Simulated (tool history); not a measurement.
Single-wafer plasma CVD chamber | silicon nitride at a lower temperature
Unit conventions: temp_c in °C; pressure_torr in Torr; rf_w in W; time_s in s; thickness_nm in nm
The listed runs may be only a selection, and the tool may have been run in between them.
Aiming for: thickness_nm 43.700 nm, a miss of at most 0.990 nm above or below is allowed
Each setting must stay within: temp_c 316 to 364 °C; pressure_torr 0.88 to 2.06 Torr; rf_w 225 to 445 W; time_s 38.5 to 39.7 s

Run 1, hour 0.0: temp_c 340 °C, pressure_torr 1.47 Torr, rf_w 335 W, time_s 38.5 s. Result: thickness_nm 48.897 nm.
Run 2, hour 1.3: temp_c 340 °C, pressure_torr 1.38 Torr, rf_w 330 W, time_s 38.5 s. Result: thickness_nm 47.493 nm.
Run 3, hour 2.6: temp_c 346 °C, pressure_torr 1.38 Torr, rf_w 330 W, time_s 38.5 s. Result: thickness_nm 47.054 nm.
Run 4, hour 9.1: temp_c 336 °C, pressure_torr 1.38 Torr, rf_w 330 W, time_s 38.5 s. Result: thickness_nm 47.586 nm.
Run 5, hour 9.9: temp_c 331 °C, pressure_torr 1.38 Torr, rf_w 330 W, time_s 38.5 s. Result: thickness_nm 47.571 nm.
Run 6, hour 15.1: temp_c 331 °C, pressure_torr 1.31 Torr, rf_w 325 W, time_s 38.5 s. Result: thickness_nm 46.101 nm.
Run 7, hour 15.8: temp_c 331 °C, pressure_torr 1.27 Torr, rf_w 325 W, time_s 38.5 s. Result: thickness_nm 45.540 nm.
Run 8, hour 17.7: temp_c 331 °C, pressure_torr 1.27 Torr, rf_w 325 W, time_s 38.5 s. Result: thickness_nm 45.565 nm.
Run 9, hour 19.4: temp_c 331 °C, pressure_torr 1.24 Torr, rf_w 325 W, time_s 38.5 s. Result: thickness_nm 45.146 nm.
Run 10, hour 28.4: temp_c 331 °C, pressure_torr 1.22 Torr, rf_w 325 W, time_s 38.5 s. Result: thickness_nm 44.699 nm.

Pick the move, out of 5, that brings all results within their allowed miss; only one does.
Run A, hour 37.4: temp_c 332 °C, pressure_torr 0.96 Torr, rf_w 330 W, time_s 39.7 s. Result: thickness_nm ?.
Run B, hour 37.4: temp_c 316 °C, pressure_torr 1.30 Torr, rf_w 300 W, time_s 38.5 s. Result: thickness_nm ?.
Run C, hour 37.4: temp_c 338 °C, pressure_torr 0.98 Torr, rf_w 340 W, time_s 38.5 s. Result: thickness_nm ?.
Run D, hour 37.4: temp_c 340 °C, pressure_torr 1.13 Torr, rf_w 315 W, time_s 38.5 s. Result: thickness_nm ?.
Run E, hour 37.4: temp_c 336 °C, pressure_torr 1.23 Torr, rf_w 335 W, time_s 38.7 s. Result: thickness_nm ?.

move  thickness_nm
   A        41.377
   B        44.029
   C        41.184
   D        42.319
   E        45.809
A: takes the biggest miss from the last run beyond its target
B: all results land within tolerance of their targets
C: takes the biggest miss from the last run beyond its target
D: takes the biggest miss from the last run beyond its target
E: lands further from the targets than the last run did
The move that meets every target is B.
